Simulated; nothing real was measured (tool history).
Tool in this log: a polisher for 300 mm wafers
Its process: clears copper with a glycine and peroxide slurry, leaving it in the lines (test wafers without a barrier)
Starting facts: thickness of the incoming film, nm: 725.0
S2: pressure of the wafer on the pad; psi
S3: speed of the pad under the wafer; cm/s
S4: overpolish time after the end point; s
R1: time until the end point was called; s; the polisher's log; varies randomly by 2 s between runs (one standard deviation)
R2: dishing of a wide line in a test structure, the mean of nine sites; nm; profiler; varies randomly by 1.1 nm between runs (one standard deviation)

Run 1, hour 0: flow of slurry (ml/min) 155, S2 2.8 psi, S3 116 cm/s, S4 22 s. Result: R1 108.93 s, R2 78.536 nm.
Run 2, hour 5.5: flow of slurry (ml/min) 150, S2 2.6 psi, S3 114 cm/s, S4 24 s. Result: R1 116.99 s, R2 79.223 nm.
Run 3, hour 7.3: flow of slurry (ml/min) 150, S2 2.6 psi, S3 138 cm/s, S4 24 s. Result: R1 101.71 s, R2 85.082 nm.
Run 4, hour 10.8: flow of slurry (ml/min) 145, S2 2.3 psi, S3 136 cm/s, S4 26 s. Result: R1 113.39 s, R2 82.259 nm.
Run 5, hour 19.4: flow of slurry (ml/min) 145, S2 2.3 psi, S3 148 cm/s, S4 26 s. Result: R1 106.63 s, R2 83.73 nm.
Run 6, hour 27.6: flow of slurry (ml/min) 145, S2 1.7 psi, S3 148 cm/s, S4 26 s. Result: R1 139.92 s, R2 70.899 nm.

Forecast run 7:
Run 7, hour 29.6: flow of slurry (ml/min) 145, S2 1.7 psi, S3 148 cm/s, S4 26 s. Result: R1 ?, R2 ?.

Run 7 produced R1 135.59 s, R2 70.115 nm.
